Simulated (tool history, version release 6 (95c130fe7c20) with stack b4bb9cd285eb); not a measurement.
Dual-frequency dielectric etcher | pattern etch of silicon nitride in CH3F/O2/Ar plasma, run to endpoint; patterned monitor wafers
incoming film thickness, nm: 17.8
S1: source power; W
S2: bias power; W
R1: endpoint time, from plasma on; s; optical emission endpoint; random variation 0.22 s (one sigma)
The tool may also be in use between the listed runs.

run  hour   S1  S2      R1
  1   0.0  290  59  30.794
  2   6.0  290  55  31.695
  3   6.6  280  55  31.900
  4  12.0  280  50  33.554
  5  20.1  280  59  31.313
  6  24.5  270  59  32.081
  7  26.1  270  59  31.582
  8  30.1  260  59  32.234

Forecast run 9:
  9  31.1  210  57   ?

{"run 9": {"R1": 35.822}}
